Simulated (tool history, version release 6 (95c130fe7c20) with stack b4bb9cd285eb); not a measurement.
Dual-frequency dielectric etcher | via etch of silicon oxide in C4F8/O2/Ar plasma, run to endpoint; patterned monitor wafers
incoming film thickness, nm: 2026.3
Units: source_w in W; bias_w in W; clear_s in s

run	hour	source_w	bias_w	clear_s
1	0	2180	2320	361.54
2	5.4	2180	2592	345.05
3	14.3	1980	2508	357.98
4	20	1820	2508	367.78
5	26.3	2030	2508	357.41
6	28.5	1880	2393	370.33

Run 7 comes next. What will it give?
7	37.2	1770	2303	?

{"run 7": {"clear_s": 385.08}}

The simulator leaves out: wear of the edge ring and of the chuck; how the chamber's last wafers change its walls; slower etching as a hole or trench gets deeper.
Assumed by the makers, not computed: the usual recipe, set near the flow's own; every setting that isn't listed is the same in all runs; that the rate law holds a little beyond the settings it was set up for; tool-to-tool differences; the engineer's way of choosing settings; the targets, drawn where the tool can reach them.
